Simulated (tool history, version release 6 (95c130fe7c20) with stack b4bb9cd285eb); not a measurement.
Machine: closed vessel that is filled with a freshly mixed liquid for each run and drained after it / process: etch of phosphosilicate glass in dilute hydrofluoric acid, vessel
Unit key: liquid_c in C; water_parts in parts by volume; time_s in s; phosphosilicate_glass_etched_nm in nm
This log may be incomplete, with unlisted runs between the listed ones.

run	hour	liquid_c	water_parts	time_s	phosphosilicate_glass_etched_nm
1	0	25	245	105	21.744
2	1.7	26.5	245	105	22.715
3	7.8	23	245	105	20.504
4	9.5	25	240	105	22.501
5	16.2	26.5	240	105	23.699
6	20.4	26.5	240	110	24.704

Run 7 is up next; what results do you expect?
7	26.7	27.5	240	110	?

Run 7 came out at phosphosilicate_glass_etched_nm 25.411 nm.
